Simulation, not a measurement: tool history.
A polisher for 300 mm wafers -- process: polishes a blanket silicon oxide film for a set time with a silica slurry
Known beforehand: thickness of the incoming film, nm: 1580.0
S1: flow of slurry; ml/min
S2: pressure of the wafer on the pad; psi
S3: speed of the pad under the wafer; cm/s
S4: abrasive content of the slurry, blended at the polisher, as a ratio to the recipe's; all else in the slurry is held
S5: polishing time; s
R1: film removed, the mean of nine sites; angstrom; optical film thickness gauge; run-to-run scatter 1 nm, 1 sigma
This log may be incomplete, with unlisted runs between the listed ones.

Run 1, hour 0: S1 175 ml/min, S2 3.7 psi, S3 140 cm/s, S4 1, S5 24 s. Result: R1 972.76 angstrom.
Run 2, hour 7.9: S1 180 ml/min, S2 3.9 psi, S3 140 cm/s, S4 1, S5 24 s. Result: R1 1021 angstrom.
Run 3, hour 13.9: S1 180 ml/min, S2 3.9 psi, S3 166 cm/s, S4 1, S5 24 s. Result: R1 1180.3 angstrom.
Run 4, hour 18.9: S1 185 ml/min, S2 4 psi, S3 166 cm/s, S4 1, S5 24 s. Result: R1 1212.9 angstrom.
Run 5, hour 23.5: S1 185 ml/min, S2 4 psi, S3 166 cm/s, S4 1, S5 24 s. Result: R1 1210.7 angstrom.
Run 6, hour 25: S1 185 ml/min, S2 4.1 psi, S3 166 cm/s, S4 1, S5 24 s. Result: R1 1248.7 angstrom.

Run 7 comes next. What will it give?
Run 7, hour 32: S1 190 ml/min, S2 4.2 psi, S3 166 cm/s, S4 1, S5 24 s. Result: R1 ?.

{"run 7": {"R1": 1269}}
